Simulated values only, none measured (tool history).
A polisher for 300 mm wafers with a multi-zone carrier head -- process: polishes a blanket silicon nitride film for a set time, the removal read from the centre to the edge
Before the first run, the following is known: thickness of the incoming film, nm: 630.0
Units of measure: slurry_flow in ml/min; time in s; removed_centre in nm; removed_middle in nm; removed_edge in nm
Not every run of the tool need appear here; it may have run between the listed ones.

run	hour	slurry_flow	centre_zone	middle_zone	edge_zone	time	removed_centre	removed_middle	removed_edge
1	0	145	1	1	1	57	132.6	131.68	129.31
2	2.8	140	0.98	0.98	0.99	54	121.89	119.51	122.3
3	9.7	135	0.96	0.98	0.97	51	111.78	113.59	114.18
4	10.4	135	1	0.98	0.97	51	114.93	112.55	114.75
5	12.4	130	0.98	0.97	0.96	49	109.01	106.5	107.79
6	14.6	130	0.98	1	0.96	49	108.89	107.6	106.01
7	17.8	125	0.96	0.99	0.95	47	102.1	102.08	102.33
8	25	120	0.94	0.98	0.94	45	93.458	98.021	96.859
9	26.8	115	0.93	0.96	0.93	44	89.401	89.267	94.589
10	34.1	110	0.92	0.96	0.92	43	85.454	88.115	90.717
11	35.3	105	0.91	0.95	0.91	43	82.622	87.8	89.718
12	38.1	105	0.91	0.95	0.91	43	83.076	88.155	89.042
13	41.6	105	0.9	0.93	0.9	43	81.589	83.831	87.979
14	43.2	105	0.89	0.92	0.89	43	80.639	82.058	89.111
15	47.9	105	0.88	0.92	0.88	43	81.366	84.988	89.235
16	51.5	90	0.82	0.85	0.87	36	58.993	62.312	72.906
17	56.4	100	0.82	0.86	0.87	36	60.174	65.498	73.873

The next listed run, before its measurement:
18	62.7	110	0.82	0.86	0.87	36	?	?	?

Run 18 measured removed_centre 63.187 nm, removed_middle 67.847 nm, removed_edge 74.765 nm.
